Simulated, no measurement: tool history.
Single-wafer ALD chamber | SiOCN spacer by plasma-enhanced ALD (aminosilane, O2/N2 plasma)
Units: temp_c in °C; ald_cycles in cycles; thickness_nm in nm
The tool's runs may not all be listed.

run	hour	temp_c	ald_cycles	thickness_nm
1	0.0	425	68	3.6246
2	1.8	425	76	4.0504
3	9.1	428	70	3.6999
4	9.9	433	70	3.6479
5	14.1	435	66	3.4142
6	21.7	435	73	3.7883
7	30.6	436	68	3.5157
8	34.0	437	64	3.2981
9	35.7	444	53	2.6783
10	38.1	443	53	2.6746
11	46.6	442	53	2.6930

The next listed run, before its measurement:
12	50.5	441	53	?

Run 12 gave thickness_nm 2.6941 nm.

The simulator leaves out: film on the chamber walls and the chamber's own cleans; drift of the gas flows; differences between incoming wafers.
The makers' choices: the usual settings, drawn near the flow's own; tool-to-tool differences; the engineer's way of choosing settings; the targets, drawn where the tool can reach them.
